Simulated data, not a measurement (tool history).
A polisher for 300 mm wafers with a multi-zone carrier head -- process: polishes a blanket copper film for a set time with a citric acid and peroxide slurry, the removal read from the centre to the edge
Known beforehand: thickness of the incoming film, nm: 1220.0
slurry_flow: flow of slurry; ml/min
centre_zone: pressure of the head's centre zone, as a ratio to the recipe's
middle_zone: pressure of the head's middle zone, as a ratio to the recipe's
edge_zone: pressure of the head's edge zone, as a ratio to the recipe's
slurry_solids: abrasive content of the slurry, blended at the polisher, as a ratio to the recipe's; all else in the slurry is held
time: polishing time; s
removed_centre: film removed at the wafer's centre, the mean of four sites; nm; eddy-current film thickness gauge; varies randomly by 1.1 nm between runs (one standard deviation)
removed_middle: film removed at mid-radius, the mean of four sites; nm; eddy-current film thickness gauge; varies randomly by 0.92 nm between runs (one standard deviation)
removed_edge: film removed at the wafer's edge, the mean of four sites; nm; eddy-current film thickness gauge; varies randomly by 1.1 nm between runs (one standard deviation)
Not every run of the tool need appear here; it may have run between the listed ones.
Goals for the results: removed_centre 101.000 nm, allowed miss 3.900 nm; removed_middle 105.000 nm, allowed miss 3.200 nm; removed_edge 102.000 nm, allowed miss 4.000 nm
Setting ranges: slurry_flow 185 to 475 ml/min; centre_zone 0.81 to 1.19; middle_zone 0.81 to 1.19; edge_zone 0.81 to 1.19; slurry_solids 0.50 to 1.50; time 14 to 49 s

run	hour	slurry_flow	centre_zone	middle_zone	edge_zone	slurry_solids	time	removed_centre	removed_middle	removed_edge
1	0.0	305	1.00	1.00	1.00	1.00	31	77.814	80.252	77.892
2	3.1	305	1.01	1.02	1.03	1.15	32	81.940	87.545	84.288
3	4.7	305	1.01	1.02	1.03	1.05	32	81.698	84.341	81.168
4	7.2	310	1.03	1.02	1.04	1.15	33	86.067	88.390	87.511
5	8.8	310	1.03	1.02	1.01	1.15	33	87.870	89.121	86.893
6	13.4	310	1.03	1.02	0.97	1.15	33	87.849	89.428	84.047
7	15.6	315	1.05	1.04	1.00	1.25	33	89.353	93.911	87.954
8	20.6	320	1.07	1.05	1.03	1.30	33	92.595	95.091	88.991
9	22.2	320	1.07	1.05	1.05	1.35	33	93.537	96.262	91.785
10	30.6	325	1.08	1.06	1.07	1.40	33	94.741	98.474	91.505

Pick the move, out of 5, that brings all results within their allowed miss; only one does.
A	39.0	300	1.10	0.91	1.11	1.30	36	?	?	?
B	39.0	355	1.15	1.03	1.05	1.30	37	?	?	?
C	39.0	410	0.94	0.95	1.07	1.50	37	?	?	?
D	39.0	265	1.15	1.10	1.18	1.40	39	?	?	?
E	39.0	285	1.09	1.08	1.15	1.50	35	?	?	?

move	removed_centre	removed_middle	removed_edge
A	100.410	91.188	101.880
B	108.190	105.300	103.400
C	99.426	103.290	109.000
D	112.710	116.150	113.930
E	100.100	105.250	103.520
A: the furthest-off result lands on target, but another misses its tolerance
B: the furthest-off result lands on target, but another misses its tolerance
C: pushes the last run's worst result past its target
D: pushes the last run's worst result past its target
E: all results land within tolerance of their targets
Go with E: it meets all targets.
